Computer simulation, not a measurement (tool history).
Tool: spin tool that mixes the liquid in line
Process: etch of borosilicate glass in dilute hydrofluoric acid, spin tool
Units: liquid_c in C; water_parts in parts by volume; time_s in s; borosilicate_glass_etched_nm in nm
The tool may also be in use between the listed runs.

{"run": 1, "day": 0.0, "liquid_c": 26, "water_parts": 55, "time_s": 45, "borosilicate_glass_etched_nm": 19.308}
{"run": 2, "day": 0.029, "liquid_c": 26, "water_parts": 55, "time_s": 45, "borosilicate_glass_etched_nm": 19.206}
{"run": 3, "day": 0.308, "liquid_c": 26, "water_parts": 45, "time_s": 45, "borosilicate_glass_etched_nm": 24.099}
{"run": 4, "day": 0.654, "liquid_c": 24, "water_parts": 50, "time_s": 45, "borosilicate_glass_etched_nm": 19.663}
{"run": 5, "day": 0.771, "liquid_c": 24, "water_parts": 35, "time_s": 45, "borosilicate_glass_etched_nm": 29.05}
{"run": 6, "day": 1.05, "liquid_c": 24, "water_parts": 35, "time_s": 45, "borosilicate_glass_etched_nm": 28.687}
{"run": 7, "day": 1.246, "liquid_c": 22.5, "water_parts": 40, "time_s": 45, "borosilicate_glass_etched_nm": 23.333}
{"day": 1.429, "done": "thermometer replaced"}
{"run": 8, "day": 1.429, "liquid_c": 21.5, "water_parts": 45, "time_s": 45, "borosilicate_glass_etched_nm": 21.221}

The next listed run, before its measurement:
{"run": 9, "day": 1.55, "liquid_c": 20.5, "water_parts": 50, "time_s": 45, "borosilicate_glass_etched_nm": "?"}

Run 9 gave borosilicate_glass_etched_nm 18.477 nm.
